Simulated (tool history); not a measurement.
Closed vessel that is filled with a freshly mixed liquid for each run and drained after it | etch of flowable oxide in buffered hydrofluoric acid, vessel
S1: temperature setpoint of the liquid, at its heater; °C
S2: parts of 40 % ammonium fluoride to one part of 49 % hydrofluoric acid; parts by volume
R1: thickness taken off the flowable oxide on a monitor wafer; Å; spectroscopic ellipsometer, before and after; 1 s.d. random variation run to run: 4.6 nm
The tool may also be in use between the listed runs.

Run 1, hour 0: S1 23 °C, S2 9 parts by volume, time in the liquid (s) 105. Result: R1 3315.3 Å.
Run 2, hour 5.4: S1 24.5 °C, S2 9 parts by volume, time in the liquid (s) 105. Result: R1 3648.3 Å.
Run 3, hour 9.9: S1 25.5 °C, S2 9 parts by volume, time in the liquid (s) 105. Result: R1 3796.8 Å.
Run 4, hour 16.2: S1 25.5 °C, S2 6.5 parts by volume, time in the liquid (s) 105. Result: R1 5348 Å.
Run 5, hour 23.3: S1 27.5 °C, S2 6.5 parts by volume, time in the liquid (s) 105. Result: R1 5918.9 Å.
Run 6, hour 29.2: S1 27.5 °C, S2 6.5 parts by volume, time in the liquid (s) 110. Result: R1 6287.2 Å.

Estimate the outcome of run 7 from the log above:
Run 7, hour 32.4: S1 26.5 °C, S2 6.5 parts by volume, time in the liquid (s) 110. Result: R1 ?.

{"run 7": {"R1": 5934.4}}
